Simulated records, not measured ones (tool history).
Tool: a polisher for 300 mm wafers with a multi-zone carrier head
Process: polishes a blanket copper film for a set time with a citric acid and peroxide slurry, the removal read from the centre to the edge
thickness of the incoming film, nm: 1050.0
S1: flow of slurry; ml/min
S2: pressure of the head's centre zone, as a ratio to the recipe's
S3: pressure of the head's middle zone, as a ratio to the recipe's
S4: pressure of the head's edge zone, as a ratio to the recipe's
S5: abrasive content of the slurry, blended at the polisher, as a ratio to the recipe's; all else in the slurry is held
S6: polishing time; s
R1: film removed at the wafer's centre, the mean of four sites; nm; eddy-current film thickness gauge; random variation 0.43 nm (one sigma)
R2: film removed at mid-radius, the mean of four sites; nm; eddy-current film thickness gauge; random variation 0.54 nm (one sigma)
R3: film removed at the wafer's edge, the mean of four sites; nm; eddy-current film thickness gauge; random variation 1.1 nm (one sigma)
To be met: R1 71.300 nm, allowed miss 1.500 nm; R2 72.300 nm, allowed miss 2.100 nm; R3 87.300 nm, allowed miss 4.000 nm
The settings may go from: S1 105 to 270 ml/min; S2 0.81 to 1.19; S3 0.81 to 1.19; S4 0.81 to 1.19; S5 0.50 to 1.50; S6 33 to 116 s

run  hour   S1    S2    S3    S4    S5  S6       R1       R2       R3
  1   0.0  175  1.00  1.00  1.00  1.00  74  149.170  144.010  146.690
  2   1.7  155  0.94  0.94  1.00  0.85  64  114.180  113.000  122.640
  3   6.6  115  0.94  0.94  1.00  0.85  64  106.240  105.130  116.300
  4   9.5  110  0.91  0.90  0.99  0.75  59   90.025   90.201  105.430
  5  14.8  135  0.91  0.90  0.99  0.75  59   96.592   96.823  109.500
  6  20.2  135  0.83  0.90  0.99  0.75  59   87.222   94.721  106.080
  7  28.3  125  0.84  0.87  0.96  0.65  57   82.948   86.804   98.652
  8  34.1  105  0.82  0.81  0.96  0.50  50   64.337   66.275   80.756
  9  42.0  120  0.82  0.81  0.97  0.50  50   67.580   68.390   83.717
 10  48.0  130  0.82  0.81  0.97  0.50  50   68.790   70.970   85.458

Which of these 5 next moves meets every target?
  A  54.0  145  0.87  0.92  0.95  0.70  43   ?   ?   ?
  B  54.0  110  0.81  0.83  0.99  0.50  53   ?   ?   ?
  C  54.0  140  0.82  0.81  0.97  0.55  50   ?   ?   ?
  D  54.0  150  0.82  0.88  1.00  0.60  46   ?   ?   ?
  E  54.0  175  0.82  0.84  1.00  0.50  46   ?   ?   ?

move      R1      R2      R3
   A  68.377  72.565  76.873
   B  68.508  73.254  87.398
   C  71.506  73.494  86.654
   D  67.848  73.905  82.781
   E  68.372  71.707  82.462
A: further off than the last run
B: further off than the last run
C: meets every target
D: further off than the last run
E: further off than the last run
The right move is C.

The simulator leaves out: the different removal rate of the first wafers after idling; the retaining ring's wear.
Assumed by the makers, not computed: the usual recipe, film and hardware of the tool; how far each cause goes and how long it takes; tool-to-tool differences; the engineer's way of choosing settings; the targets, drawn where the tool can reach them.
